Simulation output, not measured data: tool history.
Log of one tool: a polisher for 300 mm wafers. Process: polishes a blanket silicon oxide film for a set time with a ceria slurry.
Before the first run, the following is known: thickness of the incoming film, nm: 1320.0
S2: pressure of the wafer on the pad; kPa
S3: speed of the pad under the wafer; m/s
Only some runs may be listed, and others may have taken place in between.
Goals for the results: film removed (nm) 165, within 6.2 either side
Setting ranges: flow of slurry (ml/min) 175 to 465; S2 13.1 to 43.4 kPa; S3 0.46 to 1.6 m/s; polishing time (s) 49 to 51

Run 1, hour 0: flow of slurry (ml/min) 295, S2 28.3 kPa, S3 1.02 m/s, polishing time (s) 49. Result: film removed (nm) 262.62.
Run 2, hour 7.9: flow of slurry (ml/min) 295, S2 26.2 kPa, S3 1.02 m/s, polishing time (s) 49. Result: film removed (nm) 241.3.
Run 3, hour 13.8: flow of slurry (ml/min) 245, S2 26.2 kPa, S3 1.02 m/s, polishing time (s) 49. Result: film removed (nm) 229.52.
Run 4, hour 16.3: flow of slurry (ml/min) 240, S2 24.8 kPa, S3 1.02 m/s, polishing time (s) 49. Result: film removed (nm) 225.46.
Run 5, hour 18.7: flow of slurry (ml/min) 240, S2 24.8 kPa, S3 0.78 m/s, polishing time (s) 49. Result: film removed (nm) 172.68.
Run 6, hour 21.3: flow of slurry (ml/min) 240, S2 24.8 kPa, S3 0.6 m/s, polishing time (s) 49. Result: film removed (nm) 135.43.
Run 7, hour 26.1: flow of slurry (ml/min) 245, S2 25.5 kPa, S3 0.6 m/s, polishing time (s) 49. Result: film removed (nm) 136.98.
Run 8, hour 34.2: flow of slurry (ml/min) 245, S2 31.7 kPa, S3 0.62 m/s, polishing time (s) 49. Result: film removed (nm) 177.27.

Pick the move, out of 4, that brings all results within their allowed miss; only one does.
Run A, hour 42.3: flow of slurry (ml/min) 290, S2 31 kPa, S3 0.68 m/s, polishing time (s) 50. Result: film removed (nm) ?.
Run B, hour 42.3: flow of slurry (ml/min) 230, S2 33.8 kPa, S3 0.6 m/s, polishing time (s) 50. Result: film removed (nm) ?.
Run C, hour 42.3: flow of slurry (ml/min) 250, S2 35.9 kPa, S3 0.58 m/s, polishing time (s) 49. Result: film removed (nm) ?.
Run D, hour 42.3: flow of slurry (ml/min) 295, S2 38.6 kPa, S3 0.48 m/s, polishing time (s) 49. Result: film removed (nm) ?.

move  film removed (nm)
   A             193.79
   B             181.13
   C                183
   D             166.38
A: its largest miss is bigger than the last run's
B: its largest miss is bigger than the last run's
C: its largest miss is bigger than the last run's
D: hits every target within its allowed miss
Answer: D

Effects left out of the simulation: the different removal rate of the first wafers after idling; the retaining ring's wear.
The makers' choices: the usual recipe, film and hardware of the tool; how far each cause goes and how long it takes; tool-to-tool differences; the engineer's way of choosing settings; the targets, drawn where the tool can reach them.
